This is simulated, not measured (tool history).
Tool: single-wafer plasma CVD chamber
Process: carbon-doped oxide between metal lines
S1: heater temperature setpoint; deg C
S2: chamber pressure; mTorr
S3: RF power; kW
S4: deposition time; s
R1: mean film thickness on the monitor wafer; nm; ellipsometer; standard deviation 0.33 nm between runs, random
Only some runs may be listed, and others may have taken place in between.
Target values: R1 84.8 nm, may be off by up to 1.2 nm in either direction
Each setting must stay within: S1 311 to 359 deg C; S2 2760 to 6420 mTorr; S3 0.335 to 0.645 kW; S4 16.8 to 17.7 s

run    day   S1    S2     S3    S4      R1
  1      0  335  4590   0.49  17.7  88.906
  2  0.333  338  4500   0.49  17.7  87.827
  3  0.596  338  5240   0.49  17.7   90.23
  4  0.888  342  5120   0.49  17.7  88.831
     0.954  -- RF generator calibrated
  5  0.954  345  5010   0.49  17.7  91.249
  6  1.254  345  5010   0.49  16.8  86.726
  7  1.412  345  4910  0.485  16.8  86.313
  8   1.55  345  4910  0.485  16.8  86.383

Pick the move, out of 5, that brings all results within their allowed miss; only one does.
  A  1.688  355  5430    0.5  17.1   ?
  B  1.688  345  5280  0.445  17.1   ?
  C  1.688  333  5090   0.42  17.7   ?
  D  1.688  346  5190   0.46  17.7   ?
  E  1.688  340  4740  0.495  16.8   ?

move      R1
   A  88.508
   B  85.312
   C  88.085
   D  89.323
   E  88.222
A: its largest miss is bigger than the last run's
B: all results in spec
C: its largest miss is bigger than the last run's
D: its largest miss is bigger than the last run's
E: its largest miss is bigger than the last run's
The move that meets every target is B.
